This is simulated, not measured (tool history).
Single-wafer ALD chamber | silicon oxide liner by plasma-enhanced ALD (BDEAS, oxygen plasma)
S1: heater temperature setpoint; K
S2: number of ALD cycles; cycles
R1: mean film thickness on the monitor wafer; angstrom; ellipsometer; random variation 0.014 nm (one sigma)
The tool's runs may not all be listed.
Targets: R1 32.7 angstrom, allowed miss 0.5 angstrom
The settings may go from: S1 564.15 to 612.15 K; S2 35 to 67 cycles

{"run": 1, "day": 0.0, "S1": 588.15, "S2": 51, "R1": 44.586}
{"run": 2, "day": 0.279, "S1": 589.15, "S2": 48, "R1": 41.772}
{"run": 3, "day": 0.558, "S1": 594.15, "S2": 48, "R1": 41.552}
{"run": 4, "day": 0.646, "S1": 595.15, "S2": 46, "R1": 39.568}
{"run": 5, "day": 0.758, "S1": 604.15, "S2": 46, "R1": 39.26}
{"run": 6, "day": 0.992, "S1": 604.15, "S2": 49, "R1": 42.199}
{"run": 7, "day": 1.1, "S1": 604.15, "S2": 47, "R1": 39.952}
{"run": 8, "day": 1.238, "S1": 604.15, "S2": 45, "R1": 38.358}
{"run": 9, "day": 1.5, "S1": 604.15, "S2": 44, "R1": 37.744}
{"run": 10, "day": 1.558, "S1": 606.15, "S2": 36, "R1": 30.312}
{"run": 11, "day": 1.642, "S1": 606.15, "S2": 37, "R1": 31.614}

4 next moves are on the table. One of them brings every result within its allowed miss. Which?
{"run": "A", "day": 1.725, "S1": 610.15, "S2": 40, "R1": "?"}
{"run": "B", "day": 1.725, "S1": 612.15, "S2": 39, "R1": "?"}
{"run": "C", "day": 1.725, "S1": 588.15, "S2": 39, "R1": "?"}
{"run": "D", "day": 1.725, "S1": 601.15, "S2": 37, "R1": "?"}

move=A R1=33.986
move=B R1=33.043
move=C R1=34.165
move=D R1=31.836
A: takes the result that was furthest off past its target
B: meets every target
C: takes the result that was furthest off past its target
D: nearer than the last run, and not there yet
The right move is B.
